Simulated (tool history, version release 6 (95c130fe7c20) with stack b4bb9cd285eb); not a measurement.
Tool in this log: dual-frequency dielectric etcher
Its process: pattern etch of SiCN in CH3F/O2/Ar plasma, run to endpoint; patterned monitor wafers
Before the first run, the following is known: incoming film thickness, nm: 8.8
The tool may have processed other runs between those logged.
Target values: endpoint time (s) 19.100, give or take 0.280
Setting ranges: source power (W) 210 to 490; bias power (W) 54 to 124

run	day	source power (W)	bias power (W)	endpoint time (s)
1	0.000	350	89	23.080
2	0.371	350	95	22.366
3	0.458	380	96	21.779
4	0.529	400	98	20.968
5	0.688	400	108	20.534
6	0.904	370	108	21.191
7	1.129	390	109	20.701
8	1.417	410	110	20.219
9	1.571	420	110	19.951
10	1.896	430	110	19.876
11	2.183	440	110	19.663
12	2.488	450	110	19.369

Exactly one of the 4 candidate moves below puts every result within its allowed miss. Which one?
A	2.792	460	102	?
B	2.792	490	105	?
C	2.792	400	121	?
D	2.792	370	123	?

move	endpoint time (s)
A	19.852
B	19.195
C	19.821
D	20.316
A: further off than the last run
B: in spec on every target
C: further off than the last run
D: further off than the last run
B meets every target.
